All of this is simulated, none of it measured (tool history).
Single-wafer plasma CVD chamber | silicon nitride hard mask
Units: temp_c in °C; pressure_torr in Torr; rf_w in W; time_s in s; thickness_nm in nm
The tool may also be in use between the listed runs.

| run | day | temp_c | pressure_torr | rf_w | time_s | thickness_nm |
|---|---|---|---|---|---|---|
| 1 | 0 | 420 | 1.52 | 265 | 48.5 | 49.179 |
| 2 | 0.262 | 420 | 1.47 | 265 | 48.5 | 48.789 |
| 3 | 0.467 | 420 | 1.47 | 265 | 46.4 | 46.608 |
| 4 | 0.508 | 420 | 1.47 | 265 | 46.4 | 46.667 |
| 5 | 0.838 | 424 | 1.47 | 265 | 46.4 | 46.467 |
| 6 | 1.025 | 418 | 1.47 | 265 | 46.4 | 46.43 |
| 7 | 1.375 | 418 | 1.44 | 265 | 46.4 | 46.538 |
| 8 | 1.604 | 418 | 1.41 | 265 | 46.4 | 46.188 |
| 9 | 1.683 | 418 | 1.38 | 265 | 46.4 | 45.686 |
| 10 | 1.838 | 418 | 1.36 | 265 | 46.4 | 45.852 |
| 11 | 2.083 | 418 | 1.13 | 255 | 46.4 | 41.835 |

Run 12 comes next. What will it give?
| 12 | 2.146 | 418 | 1.15 | 255 | 46.4 | ? |

{"run 12": {"thickness_nm": 41.933}}

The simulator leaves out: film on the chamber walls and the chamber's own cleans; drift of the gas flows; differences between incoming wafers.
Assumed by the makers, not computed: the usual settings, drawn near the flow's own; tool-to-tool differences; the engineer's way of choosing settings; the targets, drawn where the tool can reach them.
